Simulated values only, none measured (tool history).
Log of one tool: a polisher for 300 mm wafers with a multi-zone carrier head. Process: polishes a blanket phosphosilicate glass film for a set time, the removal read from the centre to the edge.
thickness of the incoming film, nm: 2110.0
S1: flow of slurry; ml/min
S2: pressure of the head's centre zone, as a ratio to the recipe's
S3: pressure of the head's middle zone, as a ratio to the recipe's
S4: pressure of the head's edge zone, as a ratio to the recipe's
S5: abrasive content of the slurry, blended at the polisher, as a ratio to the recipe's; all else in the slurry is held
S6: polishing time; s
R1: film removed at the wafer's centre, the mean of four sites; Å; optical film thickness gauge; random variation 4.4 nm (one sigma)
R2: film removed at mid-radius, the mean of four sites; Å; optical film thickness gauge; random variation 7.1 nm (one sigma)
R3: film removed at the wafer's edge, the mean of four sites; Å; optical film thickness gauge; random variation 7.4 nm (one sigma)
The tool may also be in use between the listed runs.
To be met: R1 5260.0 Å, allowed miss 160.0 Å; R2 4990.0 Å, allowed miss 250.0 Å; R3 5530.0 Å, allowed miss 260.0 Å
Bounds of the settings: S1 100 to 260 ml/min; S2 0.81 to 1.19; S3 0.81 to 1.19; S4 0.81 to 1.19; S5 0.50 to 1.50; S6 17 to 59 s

run	day	S1	S2	S3	S4	S5	S6	R1	R2	R3
1	0.000	165	1.00	1.00	1.00	1.00	38	4176.4	4029.7	4293.9
2	0.183	170	1.01	1.01	1.03	1.05	38	4343.1	4254.9	4455.6
3	0.462	175	1.01	1.00	1.05	1.10	38	4392.3	4361.7	4650.4
4	0.588	175	1.01	1.00	1.05	1.10	30	3498.1	3490.9	3712.6
5	0.862	175	1.01	0.94	1.05	1.10	30	3445.7	3216.1	3658.4
# day 1.238: edge zone pressure recalibrated
6	1.238	175	1.03	0.95	1.07	1.20	31	3738.4	3424.1	3733.3
7	1.304	200	0.93	0.89	1.11	1.45	41	4917.0	4745.6	5418.7
8	1.479	205	0.94	0.89	1.11	1.45	41	5038.4	4727.8	5480.8

Which of these 4 next moves meets every target?
A	1.654	235	0.94	0.88	1.00	1.50	42	?	?	?
B	1.654	240	0.96	1.08	1.07	1.50	41	?	?	?
C	1.654	180	0.81	0.94	1.16	1.50	47	?	?	?
D	1.654	200	0.87	0.97	1.09	1.50	46	?	?	?

move	R1	R2	R3
A	5280.5	4830.3	5566.0
B	5288.3	5614.9	5613.1
C	4867.6	5491.6	6510.7
D	5220.1	5611.6	6247.9
A: meets every target
B: brings the result that was furthest off to its target, and leaves another outside
C: further off than the last run
D: brings the result that was furthest off to its target, and leaves another outside
The right move is A.
